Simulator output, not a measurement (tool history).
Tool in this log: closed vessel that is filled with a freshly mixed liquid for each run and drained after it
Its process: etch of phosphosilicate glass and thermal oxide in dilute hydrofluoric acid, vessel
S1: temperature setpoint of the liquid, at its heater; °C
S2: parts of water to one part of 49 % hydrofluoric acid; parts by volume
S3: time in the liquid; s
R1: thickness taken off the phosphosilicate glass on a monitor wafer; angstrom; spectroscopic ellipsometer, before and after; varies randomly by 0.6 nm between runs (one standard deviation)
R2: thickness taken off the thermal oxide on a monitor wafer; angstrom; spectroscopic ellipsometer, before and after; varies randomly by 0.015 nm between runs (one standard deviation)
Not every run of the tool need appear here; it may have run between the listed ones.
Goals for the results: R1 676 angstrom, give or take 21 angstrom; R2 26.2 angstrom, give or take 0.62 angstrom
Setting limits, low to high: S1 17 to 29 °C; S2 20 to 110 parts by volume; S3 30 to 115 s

| run | hour | S1 | S2 | S3 | R1 | R2 |
|---|---|---|---|---|---|---|
| 1 | 0 | 21 | 60 | 60 | 1169.3 | 44.789 |
| 2 | 1.6 | 21 | 60 | 40 | 790.6 | 30.105 |
| 3 | 5.2 | 21 | 40 | 40 | 1216.8 | 45.885 |
| 4 | 8.6 | 20.5 | 45 | 40 | 1051.7 | 40.116 |
| 5 | 16.7 | 20.5 | 45 | 60 | 1552 | 60.759 |
| 6 | 19.8 | 20.5 | 45 | 50 | 1289.9 | 50.183 |
| 7 | 22.5 | 20 | 50 | 50 | 1140.1 | 44.021 |
| 8 | 26.7 | 17 | 75 | 50 | 634.63 | 25.312 |
| 9 | 30.9 | 17.5 | 75 | 50 | 661.66 | 25.464 |

Consider the 4 candidate settings below. Which is the only one whose results all fall within their allowed miss of target?
| A | 35.1 | 19 | 75 | 45 | ? | ? |
| B | 35.1 | 17.5 | 85 | 55 | ? | ? |
| C | 35.1 | 17 | 90 | 60 | ? | ? |
| D | 35.1 | 19 | 85 | 55 | ? | ? |

| move | R1 | R2 |
|---|---|---|
| A | 635.82 | 24.398 |
| B | 636.53 | 24.424 |
| C | 638.64 | 24.506 |
| D | 678.03 | 26.017 |
A: lands further from the targets than the last run did
B: lands further from the targets than the last run did
C: lands further from the targets than the last run did
D: every result lands within tolerance
D meets every target.
